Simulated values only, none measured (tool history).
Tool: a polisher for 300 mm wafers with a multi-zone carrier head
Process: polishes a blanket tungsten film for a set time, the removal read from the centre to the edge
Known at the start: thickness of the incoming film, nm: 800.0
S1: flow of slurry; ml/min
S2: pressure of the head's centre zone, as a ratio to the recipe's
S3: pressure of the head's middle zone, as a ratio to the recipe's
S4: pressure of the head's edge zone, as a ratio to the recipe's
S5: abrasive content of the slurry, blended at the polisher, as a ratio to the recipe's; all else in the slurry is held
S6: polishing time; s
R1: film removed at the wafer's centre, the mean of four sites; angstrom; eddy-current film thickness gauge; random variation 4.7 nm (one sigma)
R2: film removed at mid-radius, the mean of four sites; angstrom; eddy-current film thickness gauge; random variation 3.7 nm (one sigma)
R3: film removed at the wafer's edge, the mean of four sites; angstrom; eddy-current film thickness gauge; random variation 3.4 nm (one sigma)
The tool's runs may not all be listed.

Run 1, hour 0.0: S1 205 ml/min, S2 1.00, S3 1.00, S4 1.00, S5 1.00, S6 41 s. Result: R1 2591.9 angstrom, R2 2692.0 angstrom, R3 2677.9 angstrom.
Run 2, hour 5.1: S1 205 ml/min, S2 1.00, S3 0.99, S4 1.02, S5 1.05, S6 41 s. Result: R1 2658.3 angstrom, R2 2675.2 angstrom, R3 2719.3 angstrom.
Run 3, hour 14.1: S1 205 ml/min, S2 0.94, S3 0.99, S4 1.02, S5 1.05, S6 41 s. Result: R1 2465.3 angstrom, R2 2733.7 angstrom, R3 2742.9 angstrom.
Run 4, hour 20.4: S1 205 ml/min, S2 1.01, S3 0.99, S4 1.02, S5 1.05, S6 41 s. Result: R1 2705.8 angstrom, R2 2604.8 angstrom, R3 2728.4 angstrom.
Run 5, hour 22.8: S1 205 ml/min, S2 1.01, S3 0.99, S4 0.98, S5 1.05, S6 41 s. Result: R1 2666.6 angstrom, R2 2714.2 angstrom, R3 2670.0 angstrom.
Run 6, hour 26.3: S1 205 ml/min, S2 1.00, S3 0.99, S4 1.00, S5 1.10, S6 41 s. Result: R1 2647.3 angstrom, R2 2697.3 angstrom, R3 2759.6 angstrom.

Run 7 comes next. What will it give?
Run 7, hour 31.9: S1 210 ml/min, S2 1.00, S3 1.00, S4 1.01, S5 1.15, S6 41 s. Result: R1 ?, R2 ?, R3 ?.

{"run 7": {"R1": 2638.9, "R2": 2796.0, "R3": 2778.9}}
